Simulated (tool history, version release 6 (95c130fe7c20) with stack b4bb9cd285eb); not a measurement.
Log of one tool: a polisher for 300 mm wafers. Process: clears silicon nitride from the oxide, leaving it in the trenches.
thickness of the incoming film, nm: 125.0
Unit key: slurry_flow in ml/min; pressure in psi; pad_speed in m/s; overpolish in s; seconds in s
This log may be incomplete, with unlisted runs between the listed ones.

run	hour	slurry_flow	pressure	pad_speed	overpolish	seconds
1	0.0	160	3.3	1.14	15	116.48
2	1.5	155	3.2	1.14	15	121.65
3	8.9	155	3.2	1.28	15	108.41
4	15.0	150	3.0	1.28	15	115.35
5	16.5	145	2.9	1.28	15	119.22
6	24.9	140	2.8	1.28	15	122.40

What does the tool deliver on the next run?
7	26.8	140	2.7	1.28	15	?

Run 7 produced seconds 128.15 s.

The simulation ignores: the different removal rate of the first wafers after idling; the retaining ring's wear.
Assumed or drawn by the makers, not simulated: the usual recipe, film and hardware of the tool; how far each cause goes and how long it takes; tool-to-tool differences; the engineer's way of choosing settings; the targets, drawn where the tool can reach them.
